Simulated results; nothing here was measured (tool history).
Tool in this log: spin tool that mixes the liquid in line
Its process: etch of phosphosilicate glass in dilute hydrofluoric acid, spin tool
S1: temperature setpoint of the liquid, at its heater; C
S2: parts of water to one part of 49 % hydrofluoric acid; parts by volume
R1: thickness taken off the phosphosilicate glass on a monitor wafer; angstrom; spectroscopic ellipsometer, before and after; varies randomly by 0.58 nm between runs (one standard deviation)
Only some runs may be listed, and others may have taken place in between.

{"run": 1, "hour": 0.0, "S1": 26, "S2": 260, "time under the liquid (s)": 100, "R1": 418.09}
{"run": 2, "hour": 8.1, "S1": 28, "S2": 260, "time under the liquid (s)": 100, "R1": 451.26}
{"run": 3, "hour": 14.3, "S1": 28, "S2": 260, "time under the liquid (s)": 105, "R1": 471.38}
{"run": 4, "hour": 18.1, "S1": 30, "S2": 195, "time under the liquid (s)": 105, "R1": 723.53}
{"run": 5, "hour": 26.0, "S1": 31.5, "S2": 160, "time under the liquid (s)": 105, "R1": 967.33}
{"run": 6, "hour": 33.1, "S1": 33.5, "S2": 160, "time under the liquid (s)": 105, "R1": 1036.3}

For run 7, what comes out?
{"run": 7, "hour": 40.9, "S1": 33.5, "S2": 145, "time under the liquid (s)": 105, "R1": "?"}

R1: 1182.3 angstrom
